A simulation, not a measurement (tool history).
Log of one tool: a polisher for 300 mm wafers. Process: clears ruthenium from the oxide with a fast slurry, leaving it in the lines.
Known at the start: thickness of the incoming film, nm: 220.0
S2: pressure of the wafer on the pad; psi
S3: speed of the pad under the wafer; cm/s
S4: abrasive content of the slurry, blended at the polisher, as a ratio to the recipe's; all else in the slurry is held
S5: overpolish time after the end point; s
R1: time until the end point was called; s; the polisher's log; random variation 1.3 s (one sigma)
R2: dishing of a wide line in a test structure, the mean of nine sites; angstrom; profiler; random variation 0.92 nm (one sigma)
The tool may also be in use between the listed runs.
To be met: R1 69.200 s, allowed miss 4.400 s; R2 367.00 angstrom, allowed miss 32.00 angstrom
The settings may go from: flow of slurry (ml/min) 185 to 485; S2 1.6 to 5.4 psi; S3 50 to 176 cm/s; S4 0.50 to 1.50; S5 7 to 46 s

run 1 hour=0.0 | flow_of_slurry_(ml/min)=310 S2=3.5 S3=112 S4=1.00 S5=24 | R1=32.298 R2=683.12
run 2 hour=8.4 | flow_of_slurry_(ml/min)=310 S2=3.1 S3=104 S4=1.00 S5=20 | R1=40.999 R2=570.84
run 3 hour=9.3 | flow_of_slurry_(ml/min)=310 S2=3.1 S3=94 S4=1.00 S5=20 | R1=46.249 R2=580.69
run 4 hour=17.0 | flow_of_slurry_(ml/min)=310 S2=3.9 S3=94 S4=1.00 S5=20 | R1=36.469 R2=644.55
run 5 hour=19.2 | flow_of_slurry_(ml/min)=310 S2=3.4 S3=96 S4=1.00 S5=17 | R1=39.866 R2=557.22
run 6 hour=26.7 | flow_of_slurry_(ml/min)=345 S2=3.4 S3=96 S4=1.00 S5=17 | R1=39.327 R2=548.55
run 7 hour=30.6 | flow_of_slurry_(ml/min)=340 S2=3.0 S3=96 S4=1.00 S5=15 | R1=45.363 R2=466.96
run 8 hour=31.9 | flow_of_slurry_(ml/min)=335 S2=2.7 S3=96 S4=1.00 S5=15 | R1=51.014 R2=455.05
run 9 hour=40.4 | flow_of_slurry_(ml/min)=335 S2=2.5 S3=96 S4=1.00 S5=14 | R1=53.773 R2=399.68
run 10 hour=47.4 | flow_of_slurry_(ml/min)=335 S2=2.3 S3=94 S4=1.00 S5=15 | R1=59.445 R2=381.32
run 11 hour=51.2 | flow_of_slurry_(ml/min)=330 S2=2.2 S3=94 S4=1.00 S5=16 | R1=62.977 R2=404.72
run 12 hour=53.7 | flow_of_slurry_(ml/min)=335 S2=1.9 S3=92 S4=1.00 S5=11 | R1=71.490 R2=270.81
run 13 hour=55.5 | flow_of_slurry_(ml/min)=340 S2=1.9 S3=90 S4=1.00 S5=12 | R1=75.634 R2=271.70
run 14 hour=59.0 | flow_of_slurry_(ml/min)=340 S2=2.0 S3=90 S4=1.00 S5=13 | R1=70.421 R2=311.16
run 15 hour=66.6 | flow_of_slurry_(ml/min)=340 S2=2.0 S3=90 S4=1.00 S5=14 | R1=69.542 R2=311.71

Which of these 4 next moves meets every target?
run A hour=74.2 | flow_of_slurry_(ml/min)=335 S2=1.6 S3=110 S4=0.90 S5=14 | R1=? R2=?
run B hour=74.2 | flow_of_slurry_(ml/min)=305 S2=1.9 S3=98 S4=0.95 S5=17 | R1=? R2=?
run C hour=74.2 | flow_of_slurry_(ml/min)=440 S2=1.6 S3=104 S4=0.95 S5=18 | R1=? R2=?
run D hour=74.2 | flow_of_slurry_(ml/min)=345 S2=2.1 S3=90 S4=0.95 S5=12 | R1=? R2=?

move=A R1=74.384 R2=303.19
move=B R1=69.478 R2=369.73
move=C R1=74.923 R2=364.83
move=D R1=67.838 R2=288.69
A: further off than the last run
B: meets every target
C: brings the result that was furthest off to its target, and leaves another outside
D: further off than the last run
Answer: B
